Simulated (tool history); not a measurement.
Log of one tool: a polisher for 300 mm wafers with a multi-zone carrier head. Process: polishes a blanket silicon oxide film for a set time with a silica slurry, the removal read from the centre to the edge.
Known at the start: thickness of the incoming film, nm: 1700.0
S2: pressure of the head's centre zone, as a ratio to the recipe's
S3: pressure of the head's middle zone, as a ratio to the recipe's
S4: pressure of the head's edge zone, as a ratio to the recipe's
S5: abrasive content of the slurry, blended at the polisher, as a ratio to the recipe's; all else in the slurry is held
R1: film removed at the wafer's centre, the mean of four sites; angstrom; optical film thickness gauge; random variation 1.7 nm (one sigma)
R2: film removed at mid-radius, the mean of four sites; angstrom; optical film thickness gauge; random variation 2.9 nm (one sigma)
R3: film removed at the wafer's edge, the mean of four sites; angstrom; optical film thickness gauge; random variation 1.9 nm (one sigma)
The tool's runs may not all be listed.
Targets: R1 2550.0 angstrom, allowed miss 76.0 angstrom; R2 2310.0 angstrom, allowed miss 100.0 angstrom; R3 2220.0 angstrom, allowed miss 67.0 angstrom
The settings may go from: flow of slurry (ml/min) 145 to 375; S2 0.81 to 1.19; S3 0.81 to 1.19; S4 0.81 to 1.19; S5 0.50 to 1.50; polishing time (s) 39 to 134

Run 1, hour 0.0: flow of slurry (ml/min) 240, S2 1.00, S3 1.00, S4 1.00, S5 1.00, polishing time (s) 86. Result: R1 3065.2 angstrom, R2 3024.0 angstrom, R3 3116.8 angstrom.
Run 2, hour 3.5: flow of slurry (ml/min) 240, S2 1.00, S3 1.00, S4 1.00, S5 1.20, polishing time (s) 86. Result: R1 3313.9 angstrom, R2 3241.2 angstrom, R3 3302.6 angstrom.
Run 3, hour 8.2: flow of slurry (ml/min) 240, S2 0.93, S3 1.00, S4 1.00, S5 1.20, polishing time (s) 86. Result: R1 3039.5 angstrom, R2 3222.3 angstrom, R3 3268.7 angstrom.
Run 4, hour 12.6: flow of slurry (ml/min) 250, S2 0.97, S3 1.00, S4 0.96, S5 1.05, polishing time (s) 83. Result: R1 2945.3 angstrom, R2 3012.3 angstrom, R3 2960.8 angstrom.
Run 5, hour 15.5: flow of slurry (ml/min) 250, S2 0.97, S3 1.00, S4 0.99, S5 1.05, polishing time (s) 83. Result: R1 2920.5 angstrom, R2 3020.4 angstrom, R3 3025.3 angstrom.
Run 6, hour 22.9: flow of slurry (ml/min) 205, S2 0.97, S3 1.00, S4 0.99, S5 1.05, polishing time (s) 83. Result: R1 2836.4 angstrom, R2 2903.4 angstrom, R3 2946.9 angstrom.
Run 7, hour 26.5: flow of slurry (ml/min) 205, S2 0.99, S3 0.99, S4 0.95, S5 0.95, polishing time (s) 82. Result: R1 2761.7 angstrom, R2 2716.6 angstrom, R3 2799.3 angstrom.
Run 8, hour 34.4: flow of slurry (ml/min) 220, S2 1.01, S3 1.00, S4 0.92, S5 0.85, polishing time (s) 80. Result: R1 2682.0 angstrom, R2 2594.0 angstrom, R3 2572.1 angstrom.
Run 9, hour 35.4: flow of slurry (ml/min) 220, S2 1.02, S3 1.00, S4 0.90, S5 0.80, polishing time (s) 80. Result: R1 2622.2 angstrom, R2 2546.7 angstrom, R3 2455.9 angstrom.

Which of these 4 next moves meets every target?
Run A, hour 36.4: flow of slurry (ml/min) 230, S2 1.11, S3 0.89, S4 0.88, S5 0.85, polishing time (s) 74. Result: R1 ?, R2 ?, R3 ?.
Run B, hour 36.4: flow of slurry (ml/min) 165, S2 1.16, S3 1.03, S4 0.87, S5 0.90, polishing time (s) 73. Result: R1 ?, R2 ?, R3 ?.
Run C, hour 36.4: flow of slurry (ml/min) 315, S2 1.04, S3 0.93, S4 0.81, S5 1.10, polishing time (s) 64. Result: R1 ?, R2 ?, R3 ?.
Run D, hour 36.4: flow of slurry (ml/min) 210, S2 1.00, S3 0.94, S4 0.93, S5 0.85, polishing time (s) 80. Result: R1 ?, R2 ?, R3 ?.

move      R1      R2      R3
   A  2731.2  2252.1  2348.9
   B  2703.8  2329.8  2258.0
   C  2546.6  2289.2  2231.6
   D  2619.0  2477.1  2571.4
A: nearer than the last run, and not there yet
B: brings the result that was furthest off to its target, and leaves another outside
C: meets every target
D: further off than the last run
The right move is C.

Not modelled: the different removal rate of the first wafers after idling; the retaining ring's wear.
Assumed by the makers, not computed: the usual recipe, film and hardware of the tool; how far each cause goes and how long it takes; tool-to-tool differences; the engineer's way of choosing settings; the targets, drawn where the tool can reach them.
